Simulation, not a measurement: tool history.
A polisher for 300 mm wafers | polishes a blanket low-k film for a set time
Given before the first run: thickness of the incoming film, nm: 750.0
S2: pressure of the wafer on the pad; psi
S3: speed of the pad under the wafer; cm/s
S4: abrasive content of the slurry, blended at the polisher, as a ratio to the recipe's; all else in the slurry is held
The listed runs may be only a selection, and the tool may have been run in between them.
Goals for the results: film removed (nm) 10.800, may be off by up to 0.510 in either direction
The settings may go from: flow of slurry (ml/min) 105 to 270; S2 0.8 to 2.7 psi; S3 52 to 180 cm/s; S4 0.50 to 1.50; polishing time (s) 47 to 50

run 1 hour=0.0 | flow_of_slurry_(ml/min)=175 S2=1.7 S3=116 S4=1.00 polishing_time_(s)=47 | film_removed_(nm)=20.292
run 2 hour=4.3 | flow_of_slurry_(ml/min)=175 S2=1.4 S3=112 S4=1.00 polishing_time_(s)=47 | film_removed_(nm)=17.474
run 3 hour=13.1 | flow_of_slurry_(ml/min)=175 S2=1.7 S3=112 S4=1.00 polishing_time_(s)=47 | film_removed_(nm)=19.707
run 4 hour=16.1 | flow_of_slurry_(ml/min)=160 S2=1.7 S3=112 S4=1.00 polishing_time_(s)=47 | film_removed_(nm)=18.994
run 5 hour=23.9 | flow_of_slurry_(ml/min)=160 S2=1.7 S3=112 S4=0.85 polishing_time_(s)=47 | film_removed_(nm)=17.986
run 6 hour=31.6 | flow_of_slurry_(ml/min)=160 S2=1.7 S3=112 S4=0.85 polishing_time_(s)=50 | film_removed_(nm)=18.495
run 7 hour=32.1 | flow_of_slurry_(ml/min)=155 S2=1.4 S3=108 S4=0.85 polishing_time_(s)=50 | film_removed_(nm)=15.976
run 8 hour=35.4 | flow_of_slurry_(ml/min)=150 S2=1.2 S3=104 S4=0.85 polishing_time_(s)=50 | film_removed_(nm)=13.636
run 9 hour=43.8 | flow_of_slurry_(ml/min)=145 S2=1.1 S3=104 S4=0.85 polishing_time_(s)=50 | film_removed_(nm)=12.741
run 10 hour=46.4 | flow_of_slurry_(ml/min)=140 S2=1.0 S3=104 S4=0.85 polishing_time_(s)=50 | film_removed_(nm)=12.018
run 11 hour=52.2 | flow_of_slurry_(ml/min)=135 S2=1.0 S3=104 S4=0.85 polishing_time_(s)=50 | film_removed_(nm)=11.990

Which of these 5 next moves meets every target?
run A hour=58.0 | flow_of_slurry_(ml/min)=115 S2=1.0 S3=116 S4=0.85 polishing_time_(s)=50 | film_removed_(nm)=?
run B hour=58.0 | flow_of_slurry_(ml/min)=125 S2=1.0 S3=104 S4=1.00 polishing_time_(s)=49 | film_removed_(nm)=?
run C hour=58.0 | flow_of_slurry_(ml/min)=140 S2=1.2 S3=88 S4=0.80 polishing_time_(s)=47 | film_removed_(nm)=?
run D hour=58.0 | flow_of_slurry_(ml/min)=110 S2=1.3 S3=108 S4=0.80 polishing_time_(s)=50 | film_removed_(nm)=?
run E hour=58.0 | flow_of_slurry_(ml/min)=140 S2=1.3 S3=102 S4=0.70 polishing_time_(s)=49 | film_removed_(nm)=?

move=A film_removed_(nm)=12.610
move=B film_removed_(nm)=12.719
move=C film_removed_(nm)=10.967
move=D film_removed_(nm)=13.710
move=E film_removed_(nm)=12.238
A: further off than the last run
B: further off than the last run
C: meets every target
D: further off than the last run
E: further off than the last run
C is the move that brings every result within its allowed miss.
